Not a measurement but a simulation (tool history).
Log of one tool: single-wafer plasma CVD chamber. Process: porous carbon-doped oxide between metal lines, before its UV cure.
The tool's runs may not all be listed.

run,hour,heater temperature setpoint (deg C),RF power (W),deposition time (s),mean film thickness on the monitor wafer (angstrom)
1,0.0,300,440,45.4,2182.3
2,1.5,305,435,45.4,2114.2
3,3.3,305,465,45.4,2219.2
4,9.5,305,465,45.4,2209.6
# hour 12.0: RF generator calibrated
5,12.0,305,465,46.8,2395.7
6,13.1,312,465,46.8,2330.3
7,19.9,313,440,46.7,2233.3
8,21.6,313,415,46.6,2140.1

Run 9 comes next. What will it give?
9,28.9,313,400,46.5,?

{"run 9": {"mean film thickness on the monitor wafer (angstrom)": 2084.8}}

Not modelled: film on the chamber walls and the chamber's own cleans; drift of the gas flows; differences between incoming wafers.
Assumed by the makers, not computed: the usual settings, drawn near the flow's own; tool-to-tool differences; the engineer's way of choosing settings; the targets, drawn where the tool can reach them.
